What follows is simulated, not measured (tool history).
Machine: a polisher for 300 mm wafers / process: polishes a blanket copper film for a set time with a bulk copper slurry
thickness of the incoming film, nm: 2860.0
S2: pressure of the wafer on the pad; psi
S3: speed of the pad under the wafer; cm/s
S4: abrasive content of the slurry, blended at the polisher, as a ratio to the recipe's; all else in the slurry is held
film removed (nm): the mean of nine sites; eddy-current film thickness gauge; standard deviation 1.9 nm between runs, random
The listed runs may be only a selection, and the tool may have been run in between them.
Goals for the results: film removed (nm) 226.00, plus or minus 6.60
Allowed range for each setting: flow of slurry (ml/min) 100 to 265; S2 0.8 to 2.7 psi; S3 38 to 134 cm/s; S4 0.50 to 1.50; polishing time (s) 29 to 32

run 1 hour=0.0 | flow_of_slurry_(ml/min)=170 S2=1.7 S3=86 S4=1.00 polishing_time_(s)=32 | film_removed_(nm)=167.22
run 2 hour=2.9 | flow_of_slurry_(ml/min)=170 S2=1.7 S3=86 S4=1.00 polishing_time_(s)=32 | film_removed_(nm)=165.64
run 3 hour=5.8 | flow_of_slurry_(ml/min)=175 S2=1.8 S3=86 S4=1.00 polishing_time_(s)=32 | film_removed_(nm)=176.06
run 4 hour=11.0 | flow_of_slurry_(ml/min)=175 S2=1.8 S3=86 S4=0.85 polishing_time_(s)=32 | film_removed_(nm)=169.87
run 5 hour=19.8 | flow_of_slurry_(ml/min)=175 S2=1.8 S3=86 S4=0.85 polishing_time_(s)=29 | film_removed_(nm)=150.52
run 6 hour=27.6 | flow_of_slurry_(ml/min)=175 S2=1.9 S3=86 S4=0.85 polishing_time_(s)=29 | film_removed_(nm)=161.44
run 7 hour=28.2 | flow_of_slurry_(ml/min)=180 S2=2.0 S3=86 S4=0.85 polishing_time_(s)=29 | film_removed_(nm)=168.23
run 8 hour=35.4 | flow_of_slurry_(ml/min)=180 S2=2.1 S3=86 S4=0.85 polishing_time_(s)=29 | film_removed_(nm)=174.94

Exactly one of the 4 candidate moves below puts every result within its allowed miss. Which one?
run A hour=42.6 | flow_of_slurry_(ml/min)=180 S2=2.5 S3=86 S4=0.80 polishing_time_(s)=32 | film_removed_(nm)=?
run B hour=42.6 | flow_of_slurry_(ml/min)=210 S2=2.6 S3=88 S4=0.60 polishing_time_(s)=30 | film_removed_(nm)=?
run C hour=42.6 | flow_of_slurry_(ml/min)=155 S2=2.4 S3=92 S4=0.80 polishing_time_(s)=30 | film_removed_(nm)=?
run D hour=42.6 | flow_of_slurry_(ml/min)=195 S2=2.3 S3=110 S4=0.70 polishing_time_(s)=32 | film_removed_(nm)=?

move=A film_removed_(nm)=223.98
move=B film_removed_(nm)=204.29
move=C film_removed_(nm)=209.95
move=D film_removed_(nm)=252.88
A: meets every target
B: nearer than the last run, and not there yet
C: nearer than the last run, and not there yet
D: carries the result that was furthest off beyond its target, to the other side
So the answer is move A, the one that meets all the targets.
